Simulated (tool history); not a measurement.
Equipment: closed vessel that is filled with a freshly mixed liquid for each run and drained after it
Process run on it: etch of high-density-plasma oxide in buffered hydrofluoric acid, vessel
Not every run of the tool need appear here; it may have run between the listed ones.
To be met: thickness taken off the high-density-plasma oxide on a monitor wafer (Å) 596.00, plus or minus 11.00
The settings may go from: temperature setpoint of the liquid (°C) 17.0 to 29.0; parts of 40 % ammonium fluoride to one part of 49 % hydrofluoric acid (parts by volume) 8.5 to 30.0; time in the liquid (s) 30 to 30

run,hour,temperature setpoint of the liquid (°C),parts of 40 % ammonium fluoride to one part of 49 % hydrofluoric acid (parts by volume),time in the liquid (s),thickness taken off the high-density-plasma oxide on a monitor wafer (Å)
1,0.0,21.0,23.5,30,281.44
2,1.3,21.0,23.5,30,280.18
3,5.9,22.5,21.5,30,326.99
4,9.5,24.0,21.5,30,351.69
5,11.3,25.0,20.0,30,391.33
6,17.8,25.0,20.0,30,391.63
7,26.1,29.0,12.5,30,767.80
8,33.8,28.5,12.5,30,754.79
9,39.9,28.0,12.5,30,730.21

5 next moves are on the table. One of them brings every result within its allowed miss. Which?
A,46.0,23.0,12.0,30,?
B,46.0,27.0,14.5,30,?
C,46.0,26.0,14.5,30,?
D,46.0,28.5,15.0,30,?
E,46.0,25.5,13.0,30,?

move,thickness taken off the high-density-plasma oxide on a monitor wafer (Å)
A,579.52
B,600.06
C,568.20
D,629.51
E,615.34
A: takes the biggest miss from the last run beyond its target
B: every result within its allowed miss
C: takes the biggest miss from the last run beyond its target
D: gains on the last run, yet a result remains outside its allowed miss
E: gains on the last run, yet a result remains outside its allowed miss
Answer: B
